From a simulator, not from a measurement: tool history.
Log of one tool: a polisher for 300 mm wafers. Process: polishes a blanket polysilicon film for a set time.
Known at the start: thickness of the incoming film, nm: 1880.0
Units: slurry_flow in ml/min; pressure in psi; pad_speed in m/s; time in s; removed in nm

run  hour  slurry_flow  pressure  pad_speed  time  removed
  1   0.0          210       2.5       1.08    48   382.94
  2   2.7          230       2.5       1.08    48   384.39
  3   8.8          230       2.5       0.94    48   358.60
  4  11.0          185       2.5       0.94    48   346.48
  5  14.7          185       2.6       0.94    48   360.70
  6  23.6          185       2.7       0.94    48   375.85

Forecast run 7:
  7  32.6          185       2.9       0.94    48        ?

Run 7 gave removed 397.60 nm.
